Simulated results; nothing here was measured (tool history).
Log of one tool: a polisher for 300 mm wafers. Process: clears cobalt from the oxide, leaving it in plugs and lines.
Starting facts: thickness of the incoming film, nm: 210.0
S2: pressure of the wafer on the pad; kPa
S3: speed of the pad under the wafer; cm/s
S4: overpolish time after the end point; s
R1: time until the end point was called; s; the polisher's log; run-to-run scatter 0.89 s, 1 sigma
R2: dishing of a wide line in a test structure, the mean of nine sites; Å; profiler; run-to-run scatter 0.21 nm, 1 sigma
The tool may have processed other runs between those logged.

run 1 hour=0.0 | flow_of_slurry_(ml/min)=310 S2=11.7 S3=80 S4=12 | R1=68.311 R2=244.21
run 2 hour=8.3 | flow_of_slurry_(ml/min)=310 S2=12.4 S3=80 S4=11 | R1=65.793 R2=241.19
run 3 hour=13.9 | flow_of_slurry_(ml/min)=280 S2=12.4 S3=80 S4=11 | R1=65.155 R2=238.87
run 4 hour=17.1 | flow_of_slurry_(ml/min)=280 S2=13.8 S3=80 S4=11 | R1=58.937 R2=263.68
run 5 hour=25.8 | flow_of_slurry_(ml/min)=265 S2=12.4 S3=88 S4=10 | R1=62.376 R2=239.16
run 6 hour=28.5 | flow_of_slurry_(ml/min)=265 S2=12.4 S3=102 S4=10 | R1=52.604 R2=272.16
run 7 hour=37.2 | flow_of_slurry_(ml/min)=305 S2=11.7 S3=104 S4=9 | R1=53.744 R2=242.14
run 8 hour=42.1 | flow_of_slurry_(ml/min)=340 S2=11.0 S3=108 S4=8 | R1=55.260 R2=215.57
-- hour=50.2 slurry nozzle cleaned
run 9 hour=50.2 | flow_of_slurry_(ml/min)=430 S2=9.7 S3=124 S4=4 | R1=52.842 R2=122.20

What will run 10 give?
run 10 hour=59.0 | flow_of_slurry_(ml/min)=430 S2=10.3 S3=124 S4=4 | R1=? R2=?

R1: 49.791 s
R2: 127.52 Å
